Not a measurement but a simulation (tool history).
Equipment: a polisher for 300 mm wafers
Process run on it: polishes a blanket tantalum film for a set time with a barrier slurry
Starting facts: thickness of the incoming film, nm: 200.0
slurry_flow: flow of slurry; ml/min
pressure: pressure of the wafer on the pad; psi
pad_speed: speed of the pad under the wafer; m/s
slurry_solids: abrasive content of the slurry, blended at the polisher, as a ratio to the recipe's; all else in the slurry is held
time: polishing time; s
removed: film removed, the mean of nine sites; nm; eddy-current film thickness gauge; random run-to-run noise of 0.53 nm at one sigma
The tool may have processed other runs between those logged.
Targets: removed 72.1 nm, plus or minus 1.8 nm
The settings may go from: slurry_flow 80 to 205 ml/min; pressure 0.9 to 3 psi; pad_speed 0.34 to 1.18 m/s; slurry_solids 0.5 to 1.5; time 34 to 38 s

{"run": 1, "day": 0.0, "slurry_flow": 135, "pressure": 1.9, "pad_speed": 0.76, "slurry_solids": 1, "time": 38, "removed": 51.282}
{"run": 2, "day": 0.154, "slurry_flow": 155, "pressure": 1.9, "pad_speed": 0.76, "slurry_solids": 1, "time": 38, "removed": 51.791}
{"run": 3, "day": 0.35, "slurry_flow": 155, "pressure": 1.9, "pad_speed": 0.76, "slurry_solids": 1, "time": 38, "removed": 51.897}
{"run": 4, "day": 0.383, "slurry_flow": 155, "pressure": 2, "pad_speed": 0.76, "slurry_solids": 1, "time": 38, "removed": 53.818}
{"run": 5, "day": 0.696, "slurry_flow": 155, "pressure": 2.1, "pad_speed": 0.76, "slurry_solids": 1, "time": 38, "removed": 55.797}
{"run": 6, "day": 0.912, "slurry_flow": 155, "pressure": 2.2, "pad_speed": 0.76, "slurry_solids": 1, "time": 38, "removed": 58.135}
{"run": 7, "day": 0.933, "slurry_flow": 185, "pressure": 2.6, "pad_speed": 0.76, "slurry_solids": 1, "time": 38, "removed": 66.78}
{"run": 8, "day": 1.108, "slurry_flow": 185, "pressure": 2.7, "pad_speed": 0.76, "slurry_solids": 1, "time": 38, "removed": 69.611}

Which one of the following 4 next-run settings gets every result inside its allowed miss? There is exactly one.
{"run": "A", "day": 1.283, "slurry_flow": 200, "pressure": 2.7, "pad_speed": 0.8, "slurry_solids": 1.05, "time": 34, "removed": "?"}
{"run": "B", "day": 1.283, "slurry_flow": 200, "pressure": 2.7, "pad_speed": 0.74, "slurry_solids": 0.95, "time": 37, "removed": "?"}
{"run": "C", "day": 1.283, "slurry_flow": 195, "pressure": 2.9, "pad_speed": 0.76, "slurry_solids": 0.75, "time": 38, "removed": "?"}
{"run": "D", "day": 1.283, "slurry_flow": 200, "pressure": 2.7, "pad_speed": 0.86, "slurry_solids": 1.1, "time": 34, "removed": "?"}

move=A removed=66.786
move=B removed=66.03
move=C removed=69.679
move=D removed=72.319
A: moves away from the targets compared with the last run
B: moves away from the targets compared with the last run
C: no better and no worse than the last run
D: each result inside its tolerance
Correct choice: D, which meets every target
